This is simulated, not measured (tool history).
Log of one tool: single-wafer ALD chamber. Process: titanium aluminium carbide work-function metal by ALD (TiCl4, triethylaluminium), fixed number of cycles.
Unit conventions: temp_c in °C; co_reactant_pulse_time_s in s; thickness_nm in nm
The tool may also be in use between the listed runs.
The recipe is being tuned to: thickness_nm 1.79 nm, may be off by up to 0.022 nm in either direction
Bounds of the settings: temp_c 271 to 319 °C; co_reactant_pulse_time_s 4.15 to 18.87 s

{"run": 1, "hour": 0.0, "temp_c": 295, "co_reactant_pulse_time_s": 11.51, "thickness_nm": 1.9382}
{"run": 2, "hour": 0.8, "temp_c": 295, "co_reactant_pulse_time_s": 9.16, "thickness_nm": 1.8616}
{"run": 3, "hour": 2.8, "temp_c": 292, "co_reactant_pulse_time_s": 9.04, "thickness_nm": 1.8323}
{"run": 4, "hour": 8.6, "temp_c": 282, "co_reactant_pulse_time_s": 9.04, "thickness_nm": 1.7425}
{"run": 5, "hour": 11.1, "temp_c": 284, "co_reactant_pulse_time_s": 9.11, "thickness_nm": 1.7626}
{"run": 6, "hour": 13.9, "temp_c": 284, "co_reactant_pulse_time_s": 6.1, "thickness_nm": 1.4704}
{"run": 7, "hour": 22.8, "temp_c": 294, "co_reactant_pulse_time_s": 6.47, "thickness_nm": 1.6078}
{"run": 8, "hour": 30.6, "temp_c": 301, "co_reactant_pulse_time_s": 6.59, "thickness_nm": 1.684}

Exercise: of the 4 proposed moves below, exactly one satisfies all targets within the stated allowed misses. Which move is it?
{"run": "A", "hour": 38.4, "temp_c": 306, "co_reactant_pulse_time_s": 7.35, "thickness_nm": "?"}
{"run": "B", "hour": 38.4, "temp_c": 300, "co_reactant_pulse_time_s": 8.11, "thickness_nm": "?"}
{"run": "C", "hour": 38.4, "temp_c": 301, "co_reactant_pulse_time_s": 8.04, "thickness_nm": "?"}
{"run": "D", "hour": 38.4, "temp_c": 304, "co_reactant_pulse_time_s": 7.21, "thickness_nm": "?"}

move=A thickness_nm=1.8275
move=B thickness_nm=1.8473
move=C thickness_nm=1.8505
move=D thickness_nm=1.7943
A: pushes the last run's worst result past its target
B: pushes the last run's worst result past its target
C: pushes the last run's worst result past its target
D: hits every target within its allowed miss
Answer: D

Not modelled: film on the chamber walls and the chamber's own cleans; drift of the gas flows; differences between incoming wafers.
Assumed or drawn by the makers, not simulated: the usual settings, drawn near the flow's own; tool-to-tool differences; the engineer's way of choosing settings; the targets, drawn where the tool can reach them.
